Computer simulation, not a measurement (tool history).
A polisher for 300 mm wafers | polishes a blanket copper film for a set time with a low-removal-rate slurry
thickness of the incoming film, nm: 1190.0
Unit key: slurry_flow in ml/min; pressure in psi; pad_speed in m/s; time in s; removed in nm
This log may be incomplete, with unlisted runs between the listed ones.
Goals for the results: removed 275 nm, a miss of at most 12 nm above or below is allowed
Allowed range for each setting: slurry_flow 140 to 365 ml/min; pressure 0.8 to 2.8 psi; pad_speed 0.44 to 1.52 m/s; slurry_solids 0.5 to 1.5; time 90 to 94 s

{"run": 1, "hour": 0.0, "slurry_flow": 235, "pressure": 1.8, "pad_speed": 0.98, "slurry_solids": 1, "time": 90, "removed": 191.83}
{"run": 2, "hour": 3.9, "slurry_flow": 205, "pressure": 1.8, "pad_speed": 0.98, "slurry_solids": 1, "time": 90, "removed": 192.56}
{"run": 3, "hour": 9.6, "slurry_flow": 230, "pressure": 1.8, "pad_speed": 0.98, "slurry_solids": 1, "time": 90, "removed": 193.18}
{"run": 4, "hour": 12.6, "slurry_flow": 230, "pressure": 1.8, "pad_speed": 0.98, "slurry_solids": 0.8, "time": 90, "removed": 185.73}
{"run": 5, "hour": 19.4, "slurry_flow": 230, "pressure": 1.9, "pad_speed": 0.98, "slurry_solids": 0.8, "time": 90, "removed": 201.86}
{"run": 6, "hour": 20.5, "slurry_flow": 230, "pressure": 1.9, "pad_speed": 0.98, "slurry_solids": 0.9, "time": 90, "removed": 200.65}
{"run": 7, "hour": 21.1, "slurry_flow": 230, "pressure": 2, "pad_speed": 0.98, "slurry_solids": 0.9, "time": 90, "removed": 211.05}
{"run": 8, "hour": 24.7, "slurry_flow": 230, "pressure": 2.1, "pad_speed": 0.98, "slurry_solids": 0.9, "time": 90, "removed": 225}
{"run": 9, "hour": 28.2, "slurry_flow": 230, "pressure": 2.2, "pad_speed": 0.98, "slurry_solids": 0.9, "time": 90, "removed": 228.73}
{"run": 10, "hour": 35.9, "slurry_flow": 230, "pressure": 2.2, "pad_speed": 0.98, "slurry_solids": 0.9, "time": 90, "removed": 228.52}
{"run": 11, "hour": 38.2, "slurry_flow": 230, "pressure": 2.3, "pad_speed": 0.98, "slurry_solids": 0.9, "time": 90, "removed": 247.31}
{"run": 12, "hour": 41.5, "slurry_flow": 230, "pressure": 2.4, "pad_speed": 0.98, "slurry_solids": 0.9, "time": 90, "removed": 248.99}
{"run": 13, "hour": 46.8, "slurry_flow": 230, "pressure": 2.5, "pad_speed": 0.98, "slurry_solids": 0.9, "time": 90, "removed": 256.95}

Which single option among these 5 for the next run brings every result within its allowed miss of target? Just one does.
{"run": "A", "hour": 52.1, "slurry_flow": 225, "pressure": 2.6, "pad_speed": 0.84, "slurry_solids": 1, "time": 90, "removed": "?"}
{"run": "B", "hour": 52.1, "slurry_flow": 195, "pressure": 2.1, "pad_speed": 1.02, "slurry_solids": 0.9, "time": 91, "removed": "?"}
{"run": "C", "hour": 52.1, "slurry_flow": 195, "pressure": 2.5, "pad_speed": 0.98, "slurry_solids": 0.8, "time": 90, "removed": "?"}
{"run": "D", "hour": 52.1, "slurry_flow": 220, "pressure": 2.6, "pad_speed": 0.86, "slurry_solids": 0.85, "time": 90, "removed": "?"}
{"run": "E", "hour": 52.1, "slurry_flow": 205, "pressure": 2.4, "pad_speed": 1.06, "slurry_solids": 0.8, "time": 94, "removed": "?"}

move=A removed=237.73
move=B removed=222.37
move=C removed=245.27
move=D removed=233.72
move=E removed=266.23
A: misses by more than the last run did
B: misses by more than the last run did
C: misses by more than the last run did
D: misses by more than the last run did
E: meets every target
Go with E: it meets all targets.

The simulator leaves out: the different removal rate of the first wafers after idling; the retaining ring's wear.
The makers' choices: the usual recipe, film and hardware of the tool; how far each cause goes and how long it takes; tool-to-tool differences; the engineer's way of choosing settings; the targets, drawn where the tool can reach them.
